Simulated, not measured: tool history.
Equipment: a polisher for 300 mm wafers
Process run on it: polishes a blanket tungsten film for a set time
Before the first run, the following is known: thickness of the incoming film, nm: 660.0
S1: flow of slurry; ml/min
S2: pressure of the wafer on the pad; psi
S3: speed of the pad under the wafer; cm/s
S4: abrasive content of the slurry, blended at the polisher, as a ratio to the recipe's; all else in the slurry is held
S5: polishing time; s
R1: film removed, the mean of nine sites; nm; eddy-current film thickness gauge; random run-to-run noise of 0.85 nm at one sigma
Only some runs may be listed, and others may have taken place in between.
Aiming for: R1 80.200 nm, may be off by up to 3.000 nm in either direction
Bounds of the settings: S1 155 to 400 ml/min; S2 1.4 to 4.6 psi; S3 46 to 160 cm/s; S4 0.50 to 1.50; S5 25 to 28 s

run  hour   S1   S2   S3    S4  S5       R1
  1   0.0  255  3.0  102  1.00  28  108.710
  2   7.3  255  2.8  102  1.00  28  101.970
  3  15.1  255  2.6  102  1.00  28   95.322
  4  17.1  255  2.5  102  1.00  28   93.114
  5  22.8  255  2.4  102  1.00  28   88.527
  6  24.2  255  2.4  116  1.00  28   95.988
  7  32.8  255  2.3  116  1.00  28   95.217
  8  34.4  255  2.2  116  1.00  28   89.675
     39.3  -- head pressure recalibrated
  9  39.3  255  2.2  116  1.00  28   86.983
 10  47.5  255  1.9  116  1.00  28   75.512

4 candidate next runs follow, results not yet known. Just one meets every target within its allowed miss. Identify it.
  A  55.7  280  1.9  140  0.95  28   ?
  B  55.7  250  2.2  122  1.05  28   ?
  C  55.7  300  2.1  112  1.00  28   ?
  D  55.7  250  2.3  116  1.00  28   ?

move      R1
   A  86.539
   B  89.759
   C  81.462
   D  89.441
A: pushes the last run's worst result past its target
B: pushes the last run's worst result past its target
C: meets every target
D: pushes the last run's worst result past its target
So the answer is move C, the one that meets all the targets.
